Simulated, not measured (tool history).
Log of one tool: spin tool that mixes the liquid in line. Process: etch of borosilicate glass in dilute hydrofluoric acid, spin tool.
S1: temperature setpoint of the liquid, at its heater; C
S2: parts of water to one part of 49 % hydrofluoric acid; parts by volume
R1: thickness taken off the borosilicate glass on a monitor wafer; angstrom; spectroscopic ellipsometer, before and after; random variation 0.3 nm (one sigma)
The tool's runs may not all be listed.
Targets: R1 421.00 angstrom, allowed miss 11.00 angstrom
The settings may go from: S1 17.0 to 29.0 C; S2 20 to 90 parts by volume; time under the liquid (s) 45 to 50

{"run": 1, "hour": 0.0, "S1": 21.0, "S2": 50, "time under the liquid (s)": 45, "R1": 211.13}
{"run": 2, "hour": 1.0, "S1": 21.0, "S2": 65, "time under the liquid (s)": 45, "R1": 161.73}
{"run": 3, "hour": 4.0, "S1": 23.0, "S2": 55, "time under the liquid (s)": 45, "R1": 209.84}
{"run": 4, "hour": 12.0, "S1": 23.0, "S2": 55, "time under the liquid (s)": 50, "R1": 231.51}
{"run": 5, "hour": 16.5, "S1": 24.5, "S2": 50, "time under the liquid (s)": 50, "R1": 270.69}
{"run": 6, "hour": 21.5, "S1": 24.5, "S2": 40, "time under the liquid (s)": 50, "R1": 344.75}
{"run": 7, "hour": 25.3, "S1": 25.5, "S2": 40, "time under the liquid (s)": 50, "R1": 358.61}
{"run": 8, "hour": 28.1, "S1": 26.5, "S2": 40, "time under the liquid (s)": 50, "R1": 375.42}
{"run": 9, "hour": 30.1, "S1": 27.0, "S2": 40, "time under the liquid (s)": 50, "R1": 385.65}

Which of these 5 next moves meets every target?
{"run": "A", "hour": 32.1, "S1": 25.5, "S2": 40, "time under the liquid (s)": 50, "R1": "?"}
{"run": "B", "hour": 32.1, "S1": 29.0, "S2": 40, "time under the liquid (s)": 50, "R1": "?"}
{"run": "C", "hour": 32.1, "S1": 25.0, "S2": 35, "time under the liquid (s)": 45, "R1": "?"}
{"run": "D", "hour": 32.1, "S1": 26.5, "S2": 40, "time under the liquid (s)": 45, "R1": "?"}
{"run": "E", "hour": 32.1, "S1": 25.5, "S2": 40, "time under the liquid (s)": 45, "R1": "?"}

move=A R1=358.73
move=B R1=413.32
move=C R1=363.97
move=D R1=336.32
move=E R1=322.86
A: further off than the last run
B: meets every target
C: further off than the last run
D: further off than the last run
E: further off than the last run
Answer: B
